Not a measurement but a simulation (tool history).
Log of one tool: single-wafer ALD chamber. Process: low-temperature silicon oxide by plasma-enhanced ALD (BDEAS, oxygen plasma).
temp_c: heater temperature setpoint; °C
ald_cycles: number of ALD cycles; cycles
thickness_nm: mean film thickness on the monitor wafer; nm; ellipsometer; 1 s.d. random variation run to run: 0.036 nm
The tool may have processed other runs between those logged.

run 1 hour=0.0 | temp_c=110 ald_cycles=47 | thickness_nm=6.8485
run 2 hour=9.0 | temp_c=109 ald_cycles=50 | thickness_nm=7.3356
run 3 hour=12.7 | temp_c=109 ald_cycles=52 | thickness_nm=7.6130
run 4 hour=21.0 | temp_c=109 ald_cycles=53 | thickness_nm=7.7472
run 5 hour=22.7 | temp_c=109 ald_cycles=48 | thickness_nm=7.0501
run 6 hour=29.2 | temp_c=102 ald_cycles=48 | thickness_nm=7.1130
-- hour=37.3 thermocouple changed; heater temperature recalibrated
run 7 hour=37.3 | temp_c=102 ald_cycles=48 | thickness_nm=7.1484
run 8 hour=42.1 | temp_c=101 ald_cycles=50 | thickness_nm=7.4386

The next listed run, before its measurement:
run 9 hour=47.3 | temp_c=100 ald_cycles=52 | thickness_nm=?

thickness_nm: 7.8167 nm

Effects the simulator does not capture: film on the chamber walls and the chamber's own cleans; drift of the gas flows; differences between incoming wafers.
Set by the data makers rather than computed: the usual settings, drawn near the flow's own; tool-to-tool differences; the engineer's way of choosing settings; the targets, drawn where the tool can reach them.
